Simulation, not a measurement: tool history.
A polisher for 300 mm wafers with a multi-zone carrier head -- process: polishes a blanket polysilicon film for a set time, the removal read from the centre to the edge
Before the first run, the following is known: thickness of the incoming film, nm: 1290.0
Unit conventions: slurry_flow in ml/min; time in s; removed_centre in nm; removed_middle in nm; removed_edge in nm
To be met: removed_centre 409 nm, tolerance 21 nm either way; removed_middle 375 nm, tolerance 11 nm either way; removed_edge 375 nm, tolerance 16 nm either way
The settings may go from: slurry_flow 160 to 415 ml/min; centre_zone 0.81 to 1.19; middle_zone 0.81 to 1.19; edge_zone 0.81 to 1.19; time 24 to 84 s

Run 1, day 0: slurry_flow 265 ml/min, centre_zone 1, middle_zone 1, edge_zone 1, time 54 s. Result: removed_centre 385.62 nm, removed_middle 397.87 nm, removed_edge 386.85 nm.
Run 2, day 0.083: slurry_flow 265 ml/min, centre_zone 1, middle_zone 1, edge_zone 0.91, time 54 s. Result: removed_centre 403.35 nm, removed_middle 389.16 nm, removed_edge 363.29 nm.
Run 3, day 0.229: slurry_flow 265 ml/min, centre_zone 1, middle_zone 0.99, edge_zone 0.92, time 54 s. Result: removed_centre 398.7 nm, removed_middle 388.06 nm, removed_edge 369.77 nm.
Run 4, day 0.55: slurry_flow 265 ml/min, centre_zone 1, middle_zone 1.02, edge_zone 0.92, time 54 s. Result: removed_centre 389.94 nm, removed_middle 394.84 nm, removed_edge 373.78 nm.
Run 5, day 0.917: slurry_flow 265 ml/min, centre_zone 1, middle_zone 1.02, edge_zone 0.88, time 54 s. Result: removed_centre 392.39 nm, removed_middle 398.1 nm, removed_edge 360.35 nm.
At day 1.108: worn pad replaced by a new one.
Run 6, day 1.108: slurry_flow 260 ml/min, centre_zone 1, middle_zone 1.01, edge_zone 0.89, time 54 s. Result: removed_centre 423.21 nm, removed_middle 422.74 nm, removed_edge 387 nm.
Run 7, day 1.267: slurry_flow 270 ml/min, centre_zone 1, middle_zone 1, edge_zone 0.9, time 54 s. Result: removed_centre 416.63 nm, removed_middle 419.43 nm, removed_edge 384.7 nm.
Run 8, day 1.421: slurry_flow 260 ml/min, centre_zone 1, middle_zone 0.99, edge_zone 0.91, time 54 s. Result: removed_centre 434.88 nm, removed_middle 411.15 nm, removed_edge 393.27 nm.
Run 9, day 1.758: slurry_flow 260 ml/min, centre_zone 1.01, middle_zone 0.99, edge_zone 0.92, time 54 s. Result: removed_centre 427.82 nm, removed_middle 415.46 nm, removed_edge 397.18 nm.

4 next moves are on the table. One of them brings every result within its allowed miss. Which?
Run A, day 2.096: slurry_flow 210 ml/min, centre_zone 1.04, middle_zone 0.93, edge_zone 0.92, time 52 s. Result: removed_centre ?, removed_middle ?, removed_edge ?.
Run B, day 2.096: slurry_flow 230 ml/min, centre_zone 1.07, middle_zone 0.96, edge_zone 0.92, time 53 s. Result: removed_centre ?, removed_middle ?, removed_edge ?.
Run C, day 2.096: slurry_flow 275 ml/min, centre_zone 1, middle_zone 1.15, edge_zone 0.97, time 47 s. Result: removed_centre ?, removed_middle ?, removed_edge ?.
Run D, day 2.096: slurry_flow 335 ml/min, centre_zone 1.04, middle_zone 0.93, edge_zone 0.81, time 54 s. Result: removed_centre ?, removed_middle ?, removed_edge ?.

move  removed_centre  removed_middle  removed_edge
   A          415.87          376.31        376.84
   B          439.09          396.63        386.81
   C          375.64          411.36         355.6
   D          453.93          408.75        382.32
A: each result inside its tolerance
B: an improvement on the last run, though not all results are within tolerance
C: an improvement on the last run, though not all results are within tolerance
D: an improvement on the last run, though not all results are within tolerance
So the answer is move A, the one that meets all the targets.

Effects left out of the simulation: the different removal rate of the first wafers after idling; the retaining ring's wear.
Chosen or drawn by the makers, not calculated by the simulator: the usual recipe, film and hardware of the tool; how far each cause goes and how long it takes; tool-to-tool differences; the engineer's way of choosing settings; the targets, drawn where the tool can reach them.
